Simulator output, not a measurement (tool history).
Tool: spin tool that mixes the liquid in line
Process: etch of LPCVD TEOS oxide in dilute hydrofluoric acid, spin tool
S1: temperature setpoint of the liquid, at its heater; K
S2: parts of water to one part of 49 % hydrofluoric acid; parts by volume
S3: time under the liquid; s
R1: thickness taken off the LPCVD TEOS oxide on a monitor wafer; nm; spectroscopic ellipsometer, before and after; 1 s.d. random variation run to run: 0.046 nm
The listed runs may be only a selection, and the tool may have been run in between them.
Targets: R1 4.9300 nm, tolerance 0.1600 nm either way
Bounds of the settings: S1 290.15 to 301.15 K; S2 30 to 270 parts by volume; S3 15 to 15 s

run,hour,S1,S2,S3,R1
1,0.0,293.15,150,15,3.9045
2,6.5,293.15,150,15,3.8811
3,11.8,290.15,150,15,3.4925
4,19.0,290.15,150,15,3.5068
5,21.2,290.15,150,15,3.5072
6,22.9,292.15,150,15,3.6869
7,28.4,293.65,150,15,3.9771
8,32.0,294.65,150,15,4.1162
9,36.1,295.65,150,15,4.2321
10,42.6,296.15,150,15,4.3603

Consider the 5 candidate settings below. Which is the only one whose results all fall within their allowed miss of target?
A,49.1,293.15,130,15,?
B,49.1,297.65,135,15,?
C,49.1,291.15,115,15,?
D,49.1,295.65,140,15,?
E,49.1,296.65,145,15,?

move,R1
A,4.5236
B,5.1712
C,4.7875
D,4.5882
E,4.5794
A: nearer the targets than the last run, but a result is still out of spec
B: pushes the last run's worst result past its target
C: each result inside its tolerance
D: nearer the targets than the last run, but a result is still out of spec
E: nearer the targets than the last run, but a result is still out of spec
C is the move that brings every result within its allowed miss.
